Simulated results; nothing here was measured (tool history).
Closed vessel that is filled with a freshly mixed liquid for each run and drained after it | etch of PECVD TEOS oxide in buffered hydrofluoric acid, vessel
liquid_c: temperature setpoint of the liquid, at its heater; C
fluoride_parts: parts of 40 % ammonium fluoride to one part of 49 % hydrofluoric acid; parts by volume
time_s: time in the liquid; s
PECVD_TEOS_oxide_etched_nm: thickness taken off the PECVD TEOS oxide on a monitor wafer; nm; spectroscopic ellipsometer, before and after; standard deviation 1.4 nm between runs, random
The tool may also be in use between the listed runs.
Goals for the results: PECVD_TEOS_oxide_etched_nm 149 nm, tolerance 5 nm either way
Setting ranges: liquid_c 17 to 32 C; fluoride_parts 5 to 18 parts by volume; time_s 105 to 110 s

| run | hour | liquid_c | fluoride_parts | time_s | PECVD_TEOS_oxide_etched_nm |
|---|---|---|---|---|---|
| 1 | 0 | 24 | 11 | 105 | 231.45 |
| 2 | 0.8 | 21.5 | 11.5 | 105 | 190.14 |
| 3 | 6.7 | 21.5 | 12.5 | 105 | 178.99 |
| 4 | 14 | 21.5 | 9.5 | 105 | 228.17 |
| 5 | 20.4 | 21.5 | 7.5 | 105 | 291.65 |
| 6 | 24.7 | 20 | 9 | 105 | 218.65 |
| 7 | 32 | 19 | 9.5 | 105 | 196.34 |
| 8 | 40.5 | 18.5 | 10 | 105 | 185.63 |
| 9 | 42.2 | 18 | 10.5 | 105 | 172.18 |
| 10 | 45.9 | 17.5 | 11 | 105 | 160.01 |

Exactly one of the 4 candidate moves below puts every result within its allowed miss. Which one?
| A | 49.6 | 19 | 11 | 105 | ? |
| B | 49.6 | 21 | 13 | 110 | ? |
| C | 49.6 | 18.5 | 12.5 | 110 | ? |
| D | 49.6 | 18.5 | 12.5 | 105 | ? |

| move | PECVD_TEOS_oxide_etched_nm |
|---|---|
| A | 176.83 |
| B | 175.97 |
| C | 158.93 |
| D | 151.7 |
A: the biggest miss grows against the last run
B: the biggest miss grows against the last run
C: closer than the last run, but not yet in spec
D: all results land within tolerance of their targets
The move that meets every target is D.

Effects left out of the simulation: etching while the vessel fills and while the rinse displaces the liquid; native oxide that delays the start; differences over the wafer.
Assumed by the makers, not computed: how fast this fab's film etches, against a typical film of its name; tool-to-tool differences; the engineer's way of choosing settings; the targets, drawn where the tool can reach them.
